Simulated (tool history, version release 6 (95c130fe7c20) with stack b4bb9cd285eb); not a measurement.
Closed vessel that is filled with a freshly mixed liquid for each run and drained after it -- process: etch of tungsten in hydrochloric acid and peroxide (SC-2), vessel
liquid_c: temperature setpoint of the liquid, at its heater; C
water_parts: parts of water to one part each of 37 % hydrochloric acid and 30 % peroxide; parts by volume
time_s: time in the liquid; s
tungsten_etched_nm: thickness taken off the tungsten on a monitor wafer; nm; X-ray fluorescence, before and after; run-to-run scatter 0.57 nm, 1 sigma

| run | hour | liquid_c | water_parts | time_s | tungsten_etched_nm |
|---|---|---|---|---|---|
| 1 | 0 | 56 | 5.5 | 205 | 80.992 |
| 2 | 4.1 | 56 | 5.5 | 220 | 87.059 |
| 3 | 9.2 | 56 | 4 | 220 | 106.3 |
| 4 | 13.1 | 55 | 4 | 220 | 102.02 |
| 5 | 16.7 | 58 | 4 | 220 | 123.03 |
| 6 | 18.2 | 58 | 6 | 220 | 92.447 |
| 7 | 26.4 | 52 | 6 | 220 | 62.982 |

Run 8, settings as shown, results not yet in. Your forecast:
| 8 | 33.7 | 52.5 | 6 | 220 | ? |

{"run 8": {"tungsten_etched_nm": 64.919}}
